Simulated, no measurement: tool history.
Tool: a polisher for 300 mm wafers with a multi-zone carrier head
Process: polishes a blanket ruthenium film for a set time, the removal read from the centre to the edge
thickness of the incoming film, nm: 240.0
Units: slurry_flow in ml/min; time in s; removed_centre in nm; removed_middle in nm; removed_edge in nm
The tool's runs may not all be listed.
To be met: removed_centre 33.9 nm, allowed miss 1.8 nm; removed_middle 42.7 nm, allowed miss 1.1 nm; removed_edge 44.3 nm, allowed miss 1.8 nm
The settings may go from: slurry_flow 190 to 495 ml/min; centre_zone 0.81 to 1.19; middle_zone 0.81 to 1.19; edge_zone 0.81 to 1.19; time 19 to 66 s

run  hour  slurry_flow  centre_zone  middle_zone  edge_zone  time  removed_centre  removed_middle  removed_edge
  1     0          320            1            1          1    42          29.938          34.362        33.936
  2   6.3          320            1            1       1.07    42          29.871          34.721        35.288
  3  13.2          320            1         0.96       1.07    42          29.744          32.943         35.01
  4  14.4          375            1         0.96       1.07    42          30.365          33.678        34.799
     19.9  -- centre zone pressure recalibrated
  5  19.9          375            1         0.96       1.12    42          34.965          33.115        36.185
  6  21.3          375         0.93         0.96       1.12    42          31.716          33.526        36.624
  7  29.8          360         0.91         0.98       1.13    43          31.905          34.935        37.316
  8  37.7          345         0.89         0.99       1.14    44          31.975          35.928        38.164

Which of these 4 next moves meets every target?
  A  45.6          345         0.95         1.03       1.14    51               ?               ?             ?
  B  45.6          490         1.04         1.08       1.16    46               ?               ?             ?
  C  45.6          190         0.84         1.02       1.14    54               ?               ?             ?
  D  45.6          265         0.82         0.81       1.18    56               ?               ?             ?

move  removed_centre  removed_middle  removed_edge
   A          38.817          42.764        44.386
   B          39.349          40.901        41.091
   C          34.149          42.571        45.101
   D          35.822          38.517        48.937
A: brings the result that was furthest off to its target, and leaves another outside
B: nearer than the last run, and not there yet
C: meets every target
D: nearer than the last run, and not there yet
Answer: C
